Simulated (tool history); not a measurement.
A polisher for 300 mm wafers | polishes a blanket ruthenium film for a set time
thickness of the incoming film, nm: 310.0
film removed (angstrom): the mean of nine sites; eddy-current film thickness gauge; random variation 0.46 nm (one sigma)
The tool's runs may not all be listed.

| run | hour | flow of slurry (ml/min) | pressure of the wafer on the pad (kPa) | speed of the pad under the wafer (cm/s) | polishing time (s) | film removed (angstrom) |
|---|---|---|---|---|---|---|
| 1 | 0 | 145 | 17.9 | 128 | 36 | 686.31 |
| 2 | 3.6 | 145 | 17.9 | 100 | 36 | 566.19 |
| 3 | 11.1 | 140 | 17.2 | 100 | 36 | 538.9 |
| 4 | 18.5 | 140 | 13.1 | 100 | 36 | 412.96 |
| 5 | 25.1 | 140 | 13.1 | 100 | 32 | 366.72 |
| 6 | 28 | 140 | 13.1 | 100 | 32 | 367.21 |
| 7 | 33.9 | 170 | 17.9 | 102 | 32 | 516.46 |
|  | 36.8 | slurry nozzle cleaned |
| 8 | 36.8 | 145 | 17.2 | 102 | 32 | 521.18 |
| 9 | 38.1 | 150 | 17.2 | 102 | 32 | 515.25 |

Run 10 comes next. What will it give?
| 10 | 41.2 | 150 | 16.5 | 102 | 32 | ? |

film removed (angstrom): 509.77

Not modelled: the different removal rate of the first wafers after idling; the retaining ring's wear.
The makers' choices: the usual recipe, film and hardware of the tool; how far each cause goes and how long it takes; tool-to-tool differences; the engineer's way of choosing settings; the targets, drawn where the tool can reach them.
